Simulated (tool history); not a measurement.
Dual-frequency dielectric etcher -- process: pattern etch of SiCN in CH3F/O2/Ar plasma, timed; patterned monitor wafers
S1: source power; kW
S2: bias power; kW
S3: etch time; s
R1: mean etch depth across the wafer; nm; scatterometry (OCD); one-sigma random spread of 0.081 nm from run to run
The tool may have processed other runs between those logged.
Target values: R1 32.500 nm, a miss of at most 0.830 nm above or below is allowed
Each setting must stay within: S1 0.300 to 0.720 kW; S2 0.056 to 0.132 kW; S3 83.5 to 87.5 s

run    day     S1     S2    S3      R1
  1  0.000  0.510  0.094  83.5  39.948
  2  0.296  0.550  0.094  83.5  41.704
  3  0.371  0.550  0.080  83.5  39.722
  4  0.496  0.550  0.080  83.5  39.790
  5  0.742  0.550  0.080  87.5  41.559
  6  0.825  0.480  0.080  87.5  38.391
  7  0.917  0.460  0.079  87.5  37.361
     1.275  -- wet clean of the chamber
  8  1.275  0.440  0.078  87.5  35.208
  9  1.508  0.430  0.078  87.5  34.660
 10  1.588  0.420  0.078  87.5  34.237
 11  1.617  0.410  0.078  87.5  33.538

5 next moves are on the table. One of them brings every result within its allowed miss. Which?
  A  1.646  0.390  0.078  83.5   ?
  B  1.646  0.410  0.077  84.5   ?
  C  1.646  0.390  0.075  83.5   ?
  D  1.646  0.440  0.092  83.5   ?
  E  1.646  0.390  0.096  87.5   ?

move      R1
   A  30.799
   B  32.177
   C  30.445
   D  35.190
   E  34.403
A: the result that was furthest off in the last run now lies on the other side of its target
B: hits every target within its allowed miss
C: the result that was furthest off in the last run now lies on the other side of its target
D: misses by more than the last run did
E: misses by more than the last run did
So the answer is move B, the one that meets all the targets.

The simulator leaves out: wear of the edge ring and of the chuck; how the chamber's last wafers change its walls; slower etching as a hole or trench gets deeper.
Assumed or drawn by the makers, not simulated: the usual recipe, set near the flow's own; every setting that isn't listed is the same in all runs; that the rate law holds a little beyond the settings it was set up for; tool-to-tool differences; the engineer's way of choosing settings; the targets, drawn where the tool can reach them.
